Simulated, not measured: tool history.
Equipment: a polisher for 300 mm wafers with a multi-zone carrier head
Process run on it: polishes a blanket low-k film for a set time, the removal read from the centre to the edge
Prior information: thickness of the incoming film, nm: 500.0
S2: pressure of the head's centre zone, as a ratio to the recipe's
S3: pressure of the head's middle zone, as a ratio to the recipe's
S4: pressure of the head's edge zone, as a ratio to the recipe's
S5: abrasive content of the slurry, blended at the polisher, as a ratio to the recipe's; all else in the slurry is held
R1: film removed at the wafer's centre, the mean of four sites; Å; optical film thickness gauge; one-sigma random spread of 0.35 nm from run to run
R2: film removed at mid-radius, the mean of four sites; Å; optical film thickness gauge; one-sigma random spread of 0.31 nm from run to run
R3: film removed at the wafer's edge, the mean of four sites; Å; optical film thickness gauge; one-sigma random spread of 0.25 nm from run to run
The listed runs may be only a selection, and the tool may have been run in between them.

Run 1, day 0.000: flow of slurry (ml/min) 170, S2 1.00, S3 1.00, S4 1.00, S5 1.00, polishing time (s) 75. Result: R1 235.94 Å, R2 224.54 Å, R3 242.51 Å.
Run 2, day 0.058: flow of slurry (ml/min) 175, S2 0.99, S3 1.02, S4 1.01, S5 1.05, polishing time (s) 75. Result: R1 229.92 Å, R2 236.83 Å, R3 246.22 Å.
Run 3, day 0.238: flow of slurry (ml/min) 180, S2 0.99, S3 1.03, S4 1.02, S5 1.10, polishing time (s) 75. Result: R1 238.55 Å, R2 246.32 Å, R3 257.38 Å.
Run 4, day 0.588: flow of slurry (ml/min) 185, S2 0.99, S3 1.04, S4 1.03, S5 1.10, polishing time (s) 75. Result: R1 241.60 Å, R2 250.21 Å, R3 260.93 Å.
Run 5, day 0.821: flow of slurry (ml/min) 210, S2 0.99, S3 1.04, S4 1.03, S5 1.10, polishing time (s) 75. Result: R1 243.67 Å, R2 256.32 Å, R3 258.66 Å.
Run 6, day 0.858: flow of slurry (ml/min) 210, S2 0.99, S3 1.04, S4 1.03, S5 0.90, polishing time (s) 75. Result: R1 221.65 Å, R2 233.58 Å, R3 238.66 Å.

Expected results for the next run?
Run 7, day 1.229: flow of slurry (ml/min) 210, S2 0.99, S3 1.05, S4 1.04, S5 0.95, polishing time (s) 75. Result: R1 ?, R2 ?, R3 ?.

{"run 7": {"R1": 227.41, "R2": 239.67, "R3": 246.63}}

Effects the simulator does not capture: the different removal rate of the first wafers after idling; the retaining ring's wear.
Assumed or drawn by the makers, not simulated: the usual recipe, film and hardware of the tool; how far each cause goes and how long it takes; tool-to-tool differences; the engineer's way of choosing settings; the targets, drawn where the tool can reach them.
